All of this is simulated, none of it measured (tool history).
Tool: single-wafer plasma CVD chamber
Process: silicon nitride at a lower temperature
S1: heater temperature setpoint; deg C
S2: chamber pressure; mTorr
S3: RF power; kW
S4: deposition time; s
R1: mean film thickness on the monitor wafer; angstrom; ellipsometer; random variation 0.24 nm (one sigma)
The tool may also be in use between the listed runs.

| run | day | S1 | S2 | S3 | S4 | R1 |
|---|---|---|---|---|---|---|
| 1 | 0.000 | 365 | 2070 | 0.315 | 34.7 | 486.16 |
| 2 | 0.133 | 365 | 2130 | 0.325 | 34.8 | 503.46 |
| 3 | 0.242 | 375 | 2130 | 0.325 | 34.8 | 503.22 |
| 4 | 0.396 | 375 | 2180 | 0.330 | 34.9 | 510.61 |
| 5 | 0.492 | 385 | 2180 | 0.330 | 34.9 | 512.54 |
| 6 | 0.746 | 385 | 1850 | 0.330 | 34.9 | 477.21 |

Run 7 comes next. What will it give?
| 7 | 0.921 | 385 | 1960 | 0.335 | 34.9 | ? |

{"run 7": {"R1": 495.82}}
